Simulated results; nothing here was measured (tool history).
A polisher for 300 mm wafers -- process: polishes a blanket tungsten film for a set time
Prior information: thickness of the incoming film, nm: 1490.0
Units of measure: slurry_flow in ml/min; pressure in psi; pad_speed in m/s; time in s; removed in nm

run  hour  slurry_flow  pressure  pad_speed  slurry_solids  time  removed
  1   0.0          205       3.4       0.84            1.0    38  115.730
  2   1.7          250       3.4       0.84            1.0    38  118.690
  3   8.6          250       3.4       0.84            0.8    38  114.730
  4   9.5          250       3.4       0.84            0.9    38  117.210
  5  10.5          250       3.0       0.82            0.9    38  103.460
  6  11.3          250       2.7       0.80            0.9    38   89.649
  7  15.8          245       1.7       0.78            0.9    38   57.385

What does the tool deliver on the next run?
  8  24.8          245       1.7       0.78            0.9    38        ?

removed: 55.221 nm
